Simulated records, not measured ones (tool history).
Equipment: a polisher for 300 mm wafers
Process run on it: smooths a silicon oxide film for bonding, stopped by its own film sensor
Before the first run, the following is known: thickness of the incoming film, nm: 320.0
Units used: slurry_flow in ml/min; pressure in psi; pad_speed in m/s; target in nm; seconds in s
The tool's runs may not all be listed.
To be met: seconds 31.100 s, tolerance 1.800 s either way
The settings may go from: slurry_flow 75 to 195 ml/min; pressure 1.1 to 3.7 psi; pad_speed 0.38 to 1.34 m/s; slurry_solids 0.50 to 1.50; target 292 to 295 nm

run  hour  slurry_flow  pressure  pad_speed  slurry_solids  target  seconds
  1   0.0          125       2.4       0.86           1.00     292   40.945
  2   3.8          125       2.4       0.86           1.00     292   41.200
  3   8.4          125       2.4       1.00           1.00     292   38.075
  4  11.0          125       2.5       1.00           1.00     292   36.375
  5  14.8          125       2.5       1.00           0.80     292   43.367
  6  21.4          125       2.5       1.00           0.80     292   43.154
  7  22.2          125       2.6       1.00           0.80     292   41.206
  8  30.2          125       2.6       1.00           0.80     292   42.049
  9  33.4          130       3.2       1.04           0.80     292   35.052

Exactly one of the 5 candidate moves below puts every result within its allowed miss. Which one?
  A  36.6          100       2.7       1.12           0.75     293        ?
  B  36.6          125       2.9       1.00           0.75     294        ?
  C  36.6          135       3.2       1.02           0.70     294        ?
  D  36.6          130       3.4       1.06           0.75     294        ?
  E  36.6          130       3.0       0.96           0.75     292        ?

move  seconds
   A   41.290
   B   38.541
   C   36.946
   D   32.468
   E   41.255
A: lands further from the targets than the last run did
B: lands further from the targets than the last run did
C: lands further from the targets than the last run did
D: in spec on every target
E: lands further from the targets than the last run did
The move that meets every target is D.
